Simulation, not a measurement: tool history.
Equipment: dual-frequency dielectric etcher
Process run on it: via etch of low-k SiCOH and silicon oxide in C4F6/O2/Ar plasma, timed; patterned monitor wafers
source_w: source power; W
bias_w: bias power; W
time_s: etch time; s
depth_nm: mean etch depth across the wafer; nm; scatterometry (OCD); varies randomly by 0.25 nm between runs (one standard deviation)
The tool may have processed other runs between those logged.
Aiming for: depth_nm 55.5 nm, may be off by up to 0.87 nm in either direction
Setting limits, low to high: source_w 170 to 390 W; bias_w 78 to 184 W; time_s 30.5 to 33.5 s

| run | day | source_w | bias_w | time_s | depth_nm |
|---|---|---|---|---|---|
| 1 | 0 | 280 | 131 | 33.5 | 67.572 |
| 2 | 0.238 | 260 | 126 | 33.5 | 64.115 |
| 3 | 0.55 | 260 | 126 | 33.5 | 64.265 |
| 4 | 0.85 | 240 | 125 | 33.5 | 62.413 |
| 5 | 1.058 | 280 | 125 | 33.5 | 66.155 |
| 6 | 1.417 | 280 | 109 | 33.5 | 63.777 |
| 7 | 1.442 | 280 | 109 | 33.5 | 63.899 |
| 8 | 1.738 | 260 | 108 | 33.5 | 61.558 |
| 9 | 1.967 | 250 | 107 | 33.5 | 60.311 |
| 10 | 2.212 | 240 | 106 | 33.5 | 58.894 |
| 11 | 2.288 | 230 | 106 | 33.5 | 57.605 |
| 12 | 2.542 | 220 | 106 | 33.5 | 56.71 |

Next run, 4 choices. One meets every target within its allowed miss, the rest don't. Which?
| A | 2.796 | 230 | 113 | 31.5 | ? |
| B | 2.796 | 210 | 107 | 31.5 | ? |
| C | 2.796 | 240 | 101 | 33 | ? |
| D | 2.796 | 200 | 166 | 31 | ? |

| move | depth_nm |
|---|---|
| A | 55.526 |
| B | 52.429 |
| C | 57.426 |
| D | 57.741 |
A: each result inside its tolerance
B: moves the result that the last run missed by most past its target, out the other side
C: moves away from the targets compared with the last run
D: moves away from the targets compared with the last run
Correct choice: A, which meets every target
